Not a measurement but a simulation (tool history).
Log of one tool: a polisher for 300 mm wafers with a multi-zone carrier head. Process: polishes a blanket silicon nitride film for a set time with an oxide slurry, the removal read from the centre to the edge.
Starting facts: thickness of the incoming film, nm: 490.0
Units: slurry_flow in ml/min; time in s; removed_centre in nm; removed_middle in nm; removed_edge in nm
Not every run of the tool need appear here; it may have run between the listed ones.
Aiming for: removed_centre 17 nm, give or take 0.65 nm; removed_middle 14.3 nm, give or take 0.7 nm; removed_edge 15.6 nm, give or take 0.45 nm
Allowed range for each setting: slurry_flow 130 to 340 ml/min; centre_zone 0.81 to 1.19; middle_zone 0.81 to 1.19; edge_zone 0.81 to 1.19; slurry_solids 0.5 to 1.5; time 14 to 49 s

run	hour	slurry_flow	centre_zone	middle_zone	edge_zone	slurry_solids	time	removed_centre	removed_middle	removed_edge
1	0	220	1	1	1	1	31	26.212	24.831	25.293
2	2.4	215	1	0.97	0.98	0.9	30	23.931	22.744	23.458
3	4.7	215	1	0.97	0.98	0.9	37	29.956	28.276	28.713
4	6.2	215	1	0.97	0.98	0.9	31	24.665	23.27	24.155
5	10.1	215	1	0.97	0.98	1	31	25.835	23.552	24.872
6	14.7	215	0.92	0.97	0.98	1	31	24.303	24.625	24.999
7	15.4	215	0.92	0.97	0.98	1	31	23.674	24.297	25.009
8	18.2	215	0.95	0.95	0.96	0.9	30	22.926	22.469	23.116
9	20.4	210	0.97	0.93	0.94	0.8	29	21.607	20.011	21.027
10	21.3	195	0.97	0.86	0.84	0.55	25	15.208	13.447	14.269
11	28.5	195	0.97	0.86	0.84	0.55	25	15.43	13.203	14.665
12	32.3	205	0.98	0.87	0.85	0.55	25	15.567	13.4	14.829
13	38.6	245	1.05	0.91	0.89	0.6	25	18.024	15.363	15.909
14	45.3	245	1.05	0.91	0.89	0.6	25	17.964	14.936	15.815

Exercise: of the 5 proposed moves below, exactly one satisfies all targets within the stated allowed misses. Which move is it?
A	52	220	0.99	0.94	1.03	0.85	20	?	?	?
B	52	235	0.95	0.81	0.95	0.55	27	?	?	?
C	52	240	1.06	0.98	0.86	0.65	26	?	?	?
D	52	260	1	0.85	0.89	0.65	24	?	?	?
E	52	210	0.99	0.82	0.96	0.65	25	?	?	?

move	removed_centre	removed_middle	removed_edge
A	15.34	14.258	15.716
B	16.491	14.134	16.93
C	19.241	17.257	16.821
D	16.919	14.298	15.918
E	16.892	14.049	16.813
A: the result that was furthest off in the last run now lies on the other side of its target
B: puts the biggest miss on target and leaves a different result outside tolerance
C: moves away from the targets compared with the last run
D: all results in spec
E: puts the biggest miss on target and leaves a different result outside tolerance
D meets every target.
